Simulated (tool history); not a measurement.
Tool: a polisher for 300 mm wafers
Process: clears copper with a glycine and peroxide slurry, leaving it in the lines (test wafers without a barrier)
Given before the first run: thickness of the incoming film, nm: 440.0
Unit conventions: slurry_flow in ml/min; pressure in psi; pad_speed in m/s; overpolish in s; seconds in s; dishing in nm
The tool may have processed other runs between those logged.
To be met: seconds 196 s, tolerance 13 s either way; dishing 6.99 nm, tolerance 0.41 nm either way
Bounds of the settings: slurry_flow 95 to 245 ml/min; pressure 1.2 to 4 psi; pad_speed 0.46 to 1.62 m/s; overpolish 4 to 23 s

run 1 hour=0 | slurry_flow=155 pressure=2.6 pad_speed=1.04 overpolish=12 | seconds=109.75 dishing=33.906
run 2 hour=4.1 | slurry_flow=145 pressure=2.3 pad_speed=0.96 overpolish=10 | seconds=130.53 dishing=24.334
run 3 hour=11.8 | slurry_flow=145 pressure=2.3 pad_speed=1.1 overpolish=10 | seconds=117.29 dishing=27.017
run 4 hour=12.8 | slurry_flow=145 pressure=1.7 pad_speed=1.1 overpolish=10 | seconds=150.67 dishing=21.499
run 5 hour=13.4 | slurry_flow=145 pressure=1.7 pad_speed=1.1 overpolish=15 | seconds=148.11 dishing=30.889
run 6 hour=21.7 | slurry_flow=145 pressure=1.7 pad_speed=1.24 overpolish=15 | seconds=132.16 dishing=33.416
run 7 hour=30.2 | slurry_flow=100 pressure=1.2 pad_speed=0.96 overpolish=9 | seconds=227.92 dishing=13.337
run 8 hour=37.5 | slurry_flow=100 pressure=1.2 pad_speed=0.96 overpolish=9 | seconds=232.18 dishing=13.138
run 9 hour=46.5 | slurry_flow=100 pressure=1.2 pad_speed=0.96 overpolish=8 | seconds=230.36 dishing=11.625
run 10 hour=53.5 | slurry_flow=100 pressure=1.2 pad_speed=0.96 overpolish=7 | seconds=222.47 dishing=10.558
run 11 hour=55.1 | slurry_flow=95 pressure=1.2 pad_speed=0.9 overpolish=4 | seconds=246.66 dishing=5.6789
run 12 hour=59.7 | slurry_flow=100 pressure=1.3 pad_speed=0.9 overpolish=4 | seconds=221.6 dishing=5.9798

Exercise: of the 5 proposed moves below, exactly one satisfies all targets within the stated allowed misses. Which move is it?
run A hour=64.3 | slurry_flow=95 pressure=1.2 pad_speed=0.8 overpolish=4 | seconds=? dishing=?
run B hour=64.3 | slurry_flow=105 pressure=1.3 pad_speed=1.08 overpolish=4 | seconds=? dishing=?
run C hour=64.3 | slurry_flow=95 pressure=1.2 pad_speed=0.66 overpolish=6 | seconds=? dishing=?
run D hour=64.3 | slurry_flow=95 pressure=1.2 pad_speed=0.76 overpolish=6 | seconds=? dishing=?
run E hour=64.3 | slurry_flow=105 pressure=1.2 pad_speed=0.82 overpolish=5 | seconds=? dishing=?

move=A seconds=259.5 dishing=5.2803
move=B seconds=197.28 dishing=6.8841
move=C seconds=289.93 dishing=7.0432
move=D seconds=267.52 dishing=7.6043
move=E seconds=248.03 dishing=6.8541
A: misses by more than the last run did
B: every result within its allowed miss
C: corrects the largest miss of the last run, while another result sits out of spec
D: the result that was furthest off in the last run now lies on the other side of its target
E: corrects the largest miss of the last run, while another result sits out of spec
B meets every target.
